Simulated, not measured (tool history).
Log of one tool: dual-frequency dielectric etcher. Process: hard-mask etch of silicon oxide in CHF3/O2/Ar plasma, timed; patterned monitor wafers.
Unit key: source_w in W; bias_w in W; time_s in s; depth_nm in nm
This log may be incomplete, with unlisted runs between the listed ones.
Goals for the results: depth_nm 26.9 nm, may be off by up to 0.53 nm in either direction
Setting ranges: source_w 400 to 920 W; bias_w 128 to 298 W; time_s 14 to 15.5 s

run  hour  source_w  bias_w  time_s  depth_nm
  1     0       660     213    15.5    30.899
  2   7.1       660     241    15.5    32.085
  3   9.5       770     241    15.5    34.832
  4  13.9       690     236    15.5    32.606
  5  19.3       630     232    15.5    30.724
  6    23       630     204    15.5    29.532
  7  26.4       600     203    15.5    28.544
  8    28       580     202    15.5    27.812
  9  33.2       570     202    15.5    27.441

Pick the move, out of 5, that brings all results within their allowed miss; only one does.
  A  38.4       570     212    15.5         ?
  B  38.4       560     224    15.5         ?
  C  38.4       590     195    15.5         ?
  D  38.4       520     224    15.5         ?
  E  38.4       660     233      14         ?

move  depth_nm
   A    28.217
   B     28.38
   C    28.119
   D    26.968
   E    28.802
A: lands further from the targets than the last run did
B: lands further from the targets than the last run did
C: lands further from the targets than the last run did
D: all results land within tolerance of their targets
E: lands further from the targets than the last run did
The move that meets every target is D.
